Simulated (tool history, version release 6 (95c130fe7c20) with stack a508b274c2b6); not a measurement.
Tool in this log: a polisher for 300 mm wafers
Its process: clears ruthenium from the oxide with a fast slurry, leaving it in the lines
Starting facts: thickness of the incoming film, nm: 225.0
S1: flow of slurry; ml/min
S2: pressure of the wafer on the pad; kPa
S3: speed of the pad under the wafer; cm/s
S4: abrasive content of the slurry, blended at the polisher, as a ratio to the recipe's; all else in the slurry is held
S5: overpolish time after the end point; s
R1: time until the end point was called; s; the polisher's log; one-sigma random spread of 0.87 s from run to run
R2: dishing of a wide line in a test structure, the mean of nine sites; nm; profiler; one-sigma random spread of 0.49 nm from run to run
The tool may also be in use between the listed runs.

run  hour   S1    S2   S3   S4  S5      R1      R2
  1   0.0  155  11.7  120  1.0  12  72.827  22.162
  2   1.8  175  11.7  120  1.0  12  70.679  22.514
  3   8.1  175   9.0  120  1.0  12  92.755  18.973
  4   9.9  170   9.7  120  1.0  14  88.041  21.931
  5  17.0  170  10.3  120  1.0  15  80.830  24.609
  6  22.4  170  10.3  146  1.0  15  66.626  28.004
  7  28.5  165  10.3  146  1.0  16  67.676  29.232
  8  35.8  160  10.3  146  1.0  17  68.454  30.605
  9  42.1  155  10.3  146  1.0  18  68.251  31.021
 10  48.0  155  10.3  146  1.0  19  68.726  31.594
 11  51.0  155  10.3  146  1.0  19  69.094  31.749

Run 12 is up next; what results do you expect?
 12  53.1  155  10.3  146  1.0  20   ?   ?

R1: 67.822 s
R2: 32.940 nm
